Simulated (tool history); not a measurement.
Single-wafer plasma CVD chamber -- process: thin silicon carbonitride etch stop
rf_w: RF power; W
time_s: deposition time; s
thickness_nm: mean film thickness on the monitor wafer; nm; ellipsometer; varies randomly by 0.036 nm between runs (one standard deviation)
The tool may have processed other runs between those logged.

Run 1, day 0.000: rf_w 205 W, time_s 25.3 s. Result: thickness_nm 15.792 nm.
Run 2, day 0.362: rf_w 200 W, time_s 25.0 s. Result: thickness_nm 15.520 nm.
Run 3, day 0.492: rf_w 195 W, time_s 24.7 s. Result: thickness_nm 15.282 nm.
Run 4, day 0.867: rf_w 210 W, time_s 24.7 s. Result: thickness_nm 15.626 nm.
Run 5, day 1.062: rf_w 200 W, time_s 24.5 s. Result: thickness_nm 15.186 nm.
Run 6, day 1.133: rf_w 195 W, time_s 24.3 s. Result: thickness_nm 15.008 nm.
Run 7, day 1.233: rf_w 190 W, time_s 24.1 s. Result: thickness_nm 14.728 nm.
Run 8, day 1.375: rf_w 185 W, time_s 24.0 s. Result: thickness_nm 14.522 nm.

What does the tool deliver on the next run?
Run 9, day 1.417: rf_w 185 W, time_s 24.0 s. Result: thickness_nm ?.

{"run 9": {"thickness_nm": 14.555}}

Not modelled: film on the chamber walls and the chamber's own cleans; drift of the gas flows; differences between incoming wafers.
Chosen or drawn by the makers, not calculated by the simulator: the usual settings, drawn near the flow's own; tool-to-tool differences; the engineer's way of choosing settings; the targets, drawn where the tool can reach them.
